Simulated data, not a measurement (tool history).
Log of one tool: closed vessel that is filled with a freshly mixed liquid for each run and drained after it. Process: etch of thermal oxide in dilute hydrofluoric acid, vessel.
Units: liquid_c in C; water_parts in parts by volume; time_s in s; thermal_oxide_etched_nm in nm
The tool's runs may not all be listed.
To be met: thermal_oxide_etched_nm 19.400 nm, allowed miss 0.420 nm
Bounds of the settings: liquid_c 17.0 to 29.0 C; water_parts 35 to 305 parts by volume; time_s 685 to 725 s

Run 1, hour 0.0: liquid_c 21.0 C, water_parts 170 parts by volume, time_s 685 s. Result: thermal_oxide_etched_nm 15.681 nm.
Run 2, hour 0.5: liquid_c 21.0 C, water_parts 170 parts by volume, time_s 725 s. Result: thermal_oxide_etched_nm 16.305 nm.
Run 3, hour 6.3: liquid_c 21.5 C, water_parts 170 parts by volume, time_s 725 s. Result: thermal_oxide_etched_nm 16.805 nm.
Run 4, hour 10.8: liquid_c 19.5 C, water_parts 170 parts by volume, time_s 725 s. Result: thermal_oxide_etched_nm 15.527 nm.
Run 5, hour 16.2: liquid_c 19.5 C, water_parts 195 parts by volume, time_s 725 s. Result: thermal_oxide_etched_nm 13.200 nm.
Run 6, hour 20.7: liquid_c 19.5 C, water_parts 195 parts by volume, time_s 685 s. Result: thermal_oxide_etched_nm 12.469 nm.
Run 7, hour 29.0: liquid_c 21.0 C, water_parts 190 parts by volume, time_s 685 s. Result: thermal_oxide_etched_nm 13.688 nm.
Run 8, hour 32.4: liquid_c 22.0 C, water_parts 190 parts by volume, time_s 685 s. Result: thermal_oxide_etched_nm 14.136 nm.
Run 9, hour 37.0: liquid_c 23.0 C, water_parts 190 parts by volume, time_s 685 s. Result: thermal_oxide_etched_nm 14.642 nm.
Run 10, hour 38.8: liquid_c 24.0 C, water_parts 190 parts by volume, time_s 685 s. Result: thermal_oxide_etched_nm 15.225 nm.
Run 11, hour 40.7: liquid_c 25.0 C, water_parts 190 parts by volume, time_s 685 s. Result: thermal_oxide_etched_nm 15.615 nm.
Run 12, hour 42.9: liquid_c 25.5 C, water_parts 190 parts by volume, time_s 685 s. Result: thermal_oxide_etched_nm 16.062 nm.

4 next moves are on the table. One of them brings every result within its allowed miss. Which?
Run A, hour 45.1: liquid_c 26.5 C, water_parts 240 parts by volume, time_s 685 s. Result: thermal_oxide_etched_nm ?.
Run B, hour 45.1: liquid_c 29.0 C, water_parts 190 parts by volume, time_s 725 s. Result: thermal_oxide_etched_nm ?.
Run C, hour 45.1: liquid_c 28.0 C, water_parts 165 parts by volume, time_s 690 s. Result: thermal_oxide_etched_nm ?.
Run D, hour 45.1: liquid_c 26.5 C, water_parts 160 parts by volume, time_s 685 s. Result: thermal_oxide_etched_nm ?.

move  thermal_oxide_etched_nm
   A                   12.493
   B                   19.311
   C                   21.054
   D                   20.526
A: further off than the last run
B: meets every target
C: takes the result that was furthest off past its target
D: takes the result that was furthest off past its target
Move B is the one to make.

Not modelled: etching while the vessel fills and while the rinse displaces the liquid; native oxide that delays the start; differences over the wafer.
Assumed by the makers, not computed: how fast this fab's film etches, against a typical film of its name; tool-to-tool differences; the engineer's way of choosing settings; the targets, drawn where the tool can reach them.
